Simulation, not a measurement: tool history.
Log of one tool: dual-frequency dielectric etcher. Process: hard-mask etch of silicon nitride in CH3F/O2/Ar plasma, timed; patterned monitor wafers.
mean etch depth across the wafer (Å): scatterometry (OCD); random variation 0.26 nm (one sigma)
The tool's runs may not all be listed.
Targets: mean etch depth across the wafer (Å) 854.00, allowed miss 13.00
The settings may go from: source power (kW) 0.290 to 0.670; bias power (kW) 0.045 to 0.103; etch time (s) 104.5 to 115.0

run,hour,source power (kW),bias power (kW),etch time (s),mean etch depth across the wafer (Å)
1,0.0,0.480,0.074,115.0,931.40
2,8.7,0.560,0.074,115.0,1014.90
3,10.8,0.640,0.074,115.0,1090.20
4,12.0,0.590,0.074,115.0,1046.80
5,15.9,0.560,0.074,115.0,1020.30
6,24.1,0.560,0.074,115.0,1015.20
7,24.8,0.540,0.074,115.0,998.21
8,33.4,0.520,0.074,115.0,975.31
9,36.4,0.520,0.074,115.0,972.69
10,44.5,0.500,0.074,115.0,953.40
11,46.1,0.490,0.074,115.0,935.79
12,47.3,0.390,0.072,115.0,802.52
13,50.9,0.400,0.072,115.0,821.14

4 next moves are on the table. One of them brings every result within its allowed miss. Which?
A,54.5,0.360,0.077,114.0,?
B,54.5,0.460,0.070,110.5,?
C,54.5,0.410,0.071,112.0,?
D,54.5,0.420,0.072,109.5,?

move,mean etch depth across the wafer (Å)
A,772.84
B,848.11
C,802.66
D,802.57
A: further off than the last run
B: meets every target
C: further off than the last run
D: further off than the last run
Move B is the one to make.
